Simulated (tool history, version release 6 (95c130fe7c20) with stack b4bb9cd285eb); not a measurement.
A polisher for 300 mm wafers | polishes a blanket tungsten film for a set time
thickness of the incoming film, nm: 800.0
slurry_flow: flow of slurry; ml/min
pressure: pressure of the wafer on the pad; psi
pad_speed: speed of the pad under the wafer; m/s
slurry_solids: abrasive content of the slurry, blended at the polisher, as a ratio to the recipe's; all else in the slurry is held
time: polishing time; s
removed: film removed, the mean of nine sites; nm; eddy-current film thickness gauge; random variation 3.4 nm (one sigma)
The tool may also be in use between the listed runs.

{"run": 1, "hour": 0.0, "slurry_flow": 305, "pressure": 4.3, "pad_speed": 1.1, "slurry_solids": 1.0, "time": 30, "removed": 180.82}
{"run": 2, "hour": 6.0, "slurry_flow": 305, "pressure": 4.3, "pad_speed": 0.9, "slurry_solids": 1.0, "time": 30, "removed": 148.12}
{"run": 3, "hour": 11.7, "slurry_flow": 305, "pressure": 4.3, "pad_speed": 0.64, "slurry_solids": 1.0, "time": 30, "removed": 106.61}
{"run": 4, "hour": 18.3, "slurry_flow": 370, "pressure": 4.3, "pad_speed": 0.64, "slurry_solids": 1.0, "time": 30, "removed": 107.42}
{"run": 5, "hour": 22.1, "slurry_flow": 370, "pressure": 4.7, "pad_speed": 0.68, "slurry_solids": 1.0, "time": 30, "removed": 127.01}
{"run": 6, "hour": 23.7, "slurry_flow": 370, "pressure": 4.7, "pad_speed": 0.68, "slurry_solids": 1.0, "time": 27, "removed": 113.04}
{"run": 7, "hour": 31.3, "slurry_flow": 370, "pressure": 5.0, "pad_speed": 0.74, "slurry_solids": 1.0, "time": 27, "removed": 127.95}
{"run": 8, "hour": 33.5, "slurry_flow": 370, "pressure": 5.3, "pad_speed": 0.8, "slurry_solids": 1.0, "time": 27, "removed": 148.25}
{"run": 9, "hour": 36.4, "slurry_flow": 370, "pressure": 5.5, "pad_speed": 0.84, "slurry_solids": 1.0, "time": 27, "removed": 164.19}
{"run": 10, "hour": 43.3, "slurry_flow": 370, "pressure": 5.7, "pad_speed": 0.86, "slurry_solids": 1.0, "time": 27, "removed": 169.34}
{"run": 11, "hour": 45.3, "slurry_flow": 370, "pressure": 5.7, "pad_speed": 0.86, "slurry_solids": 1.0, "time": 27, "removed": 170.16}
{"run": 12, "hour": 53.2, "slurry_flow": 370, "pressure": 5.9, "pad_speed": 0.88, "slurry_solids": 1.0, "time": 27, "removed": 180.9}
{"run": 13, "hour": 56.6, "slurry_flow": 370, "pressure": 5.9, "pad_speed": 0.88, "slurry_solids": 1.0, "time": 27, "removed": 183.7}
{"run": 14, "hour": 60.3, "slurry_flow": 370, "pressure": 6.0, "pad_speed": 0.9, "slurry_solids": 1.0, "time": 27, "removed": 188.72}

Forecast run 15:
{"run": 15, "hour": 61.6, "slurry_flow": 370, "pressure": 6.1, "pad_speed": 0.92, "slurry_solids": 1.0, "time": 27, "removed": "?"}

{"run 15": {"removed": 196.71}}
